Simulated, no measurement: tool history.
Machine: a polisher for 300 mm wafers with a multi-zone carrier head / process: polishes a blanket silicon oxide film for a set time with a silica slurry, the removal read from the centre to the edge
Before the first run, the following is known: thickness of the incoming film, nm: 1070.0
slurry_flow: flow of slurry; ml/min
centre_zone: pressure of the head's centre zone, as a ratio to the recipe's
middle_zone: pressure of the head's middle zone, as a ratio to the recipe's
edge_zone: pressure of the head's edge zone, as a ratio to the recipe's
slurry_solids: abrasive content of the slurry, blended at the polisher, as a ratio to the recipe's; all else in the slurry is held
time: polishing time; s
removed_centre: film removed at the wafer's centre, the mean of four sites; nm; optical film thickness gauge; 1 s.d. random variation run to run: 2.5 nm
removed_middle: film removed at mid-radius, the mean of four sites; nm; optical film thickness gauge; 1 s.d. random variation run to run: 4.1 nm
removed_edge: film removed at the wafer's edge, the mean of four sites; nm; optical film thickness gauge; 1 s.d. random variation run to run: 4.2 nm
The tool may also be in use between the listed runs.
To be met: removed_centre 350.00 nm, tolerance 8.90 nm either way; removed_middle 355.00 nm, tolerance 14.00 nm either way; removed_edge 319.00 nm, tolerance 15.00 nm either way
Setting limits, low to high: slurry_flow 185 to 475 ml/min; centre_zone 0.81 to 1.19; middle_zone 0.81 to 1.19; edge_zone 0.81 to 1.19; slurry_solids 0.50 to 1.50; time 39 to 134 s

run	hour	slurry_flow	centre_zone	middle_zone	edge_zone	slurry_solids	time	removed_centre	removed_middle	removed_edge
1	0.0	305	1.00	1.00	1.00	1.00	86	287.60	292.12	273.73
2	5.8	310	1.03	1.03	1.04	1.05	86	306.65	314.87	288.98
3	11.6	310	0.97	1.03	1.04	1.05	86	289.51	308.16	277.37
4	13.3	250	0.97	1.03	1.04	1.05	86	284.69	304.12	288.72
5	22.1	250	0.97	1.03	1.04	1.25	86	308.47	321.15	298.59
6	22.8	255	1.00	1.05	1.05	1.25	86	315.81	330.61	305.32
7	28.5	265	1.02	1.06	1.05	1.25	86	318.01	329.18	297.42
8	29.2	270	1.03	1.07	1.07	1.30	86	330.77	343.95	311.48

Consider the 4 candidate settings below. Which is the only one whose results all fall within their allowed miss of target?
A	29.9	265	1.08	1.00	1.05	1.35	87	?	?	?
B	29.9	360	1.12	1.11	1.02	1.40	77	?	?	?
C	29.9	240	1.05	1.16	0.98	1.30	92	?	?	?
D	29.9	195	1.10	1.10	1.08	1.30	91	?	?	?

move	removed_centre	removed_middle	removed_edge
A	351.48	328.98	323.25
B	335.58	331.50	292.86
C	353.92	385.24	326.10
D	353.99	354.83	327.15
A: gets the furthest-off result to its target, but another result is out of tolerance
B: closes in on the targets versus the last run, not all within tolerance yet
C: gets the furthest-off result to its target, but another result is out of tolerance
D: each result inside its tolerance
Move D is the one to make.
